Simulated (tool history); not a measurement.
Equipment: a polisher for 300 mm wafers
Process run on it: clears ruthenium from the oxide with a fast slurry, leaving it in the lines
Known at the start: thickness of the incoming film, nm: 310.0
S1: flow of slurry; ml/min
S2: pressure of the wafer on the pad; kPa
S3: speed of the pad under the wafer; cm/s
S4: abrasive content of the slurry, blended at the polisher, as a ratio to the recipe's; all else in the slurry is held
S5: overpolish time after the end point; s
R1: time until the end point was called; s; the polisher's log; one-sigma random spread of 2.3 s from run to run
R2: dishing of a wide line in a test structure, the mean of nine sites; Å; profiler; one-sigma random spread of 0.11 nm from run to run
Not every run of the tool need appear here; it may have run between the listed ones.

run 1 hour=0.0 | S1=205 S2=14.5 S3=104 S4=1.00 S5=11 | R1=88.053 R2=170.38
run 2 hour=8.6 | S1=205 S2=13.1 S3=104 S4=1.00 S5=11 | R1=96.918 R2=165.11
run 3 hour=14.6 | S1=175 S2=13.1 S3=104 S4=1.00 S5=11 | R1=101.710 R2=168.87
run 4 hour=17.8 | S1=175 S2=13.1 S3=104 S4=0.90 S5=11 | R1=104.230 R2=163.85
run 5 hour=22.3 | S1=195 S2=13.8 S3=94 S4=0.85 S5=10 | R1=110.160 R2=148.95
run 6 hour=23.3 | S1=220 S2=13.8 S3=94 S4=0.85 S5=10 | R1=111.500 R2=149.08
run 7 hour=24.5 | S1=220 S2=13.8 S3=94 S4=0.85 S5=10 | R1=110.680 R2=151.61
run 8 hour=25.4 | S1=235 S2=14.5 S3=86 S4=0.80 S5=9 | R1=120.480 R2=135.68

The next listed run, before its measurement:
run 9 hour=26.0 | S1=250 S2=15.9 S3=80 S4=0.75 S5=8 | R1=? R2=?

Run 9 measured R1 125.960 s, R2 126.16 Å.

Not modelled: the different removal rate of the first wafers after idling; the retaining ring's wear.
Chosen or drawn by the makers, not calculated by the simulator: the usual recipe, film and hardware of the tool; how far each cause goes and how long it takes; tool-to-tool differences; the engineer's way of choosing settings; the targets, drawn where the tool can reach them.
